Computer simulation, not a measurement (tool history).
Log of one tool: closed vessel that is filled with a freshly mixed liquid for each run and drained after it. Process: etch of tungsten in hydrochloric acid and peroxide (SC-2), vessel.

run    day  temperature setpoint of the liquid (°C)  parts of water to one part each of 37 % hydrochloric acid and 30 % peroxide (parts by volume)  time in the liquid (s)  thickness taken off the tungsten on a monitor wafer (nm)
  1      0                                       47                                                                                            9.5                     225                                                        71
  2  0.196                                       47                                                                                           12.5                     225                                                    56.107
  3  0.346                                       49                                                                                           12.5                     225                                                    64.356
  4  0.421                                       49                                                                                           12.5                     225                                                    64.354
  5  0.625                                     50.5                                                                                           12.5                     225                                                    71.108
  6  0.879                                       44                                                                                           12.5                     225                                                    45.097
  7  0.967                                     46.5                                                                                           12.5                     225                                                    54.552
  8   1.05                                     48.5                                                                                           12.5                     225                                                    61.923
  9  1.242                                     56.5                                                                                           10.5                     225                                                    121.06
 10  1.338                                     57.5                                                                                           10.5                     225                                                    129.71
 11  1.396                                       58                                                                                           10.5                     225                                                     133.8
 12  1.671                                     58.5                                                                                           10.5                     225                                                    138.47
 13  1.871                                       59                                                                                           10.5                     225                                                       143
 14  2.112                                     59.5                                                                                           10.5                     225                                                    147.31

The next listed run, before its measurement:
 15  2.371                                       60                                                                                           10.5                     225                                                         ?

Run 15 gave thickness taken off the tungsten on a monitor wafer (nm) 151.7.
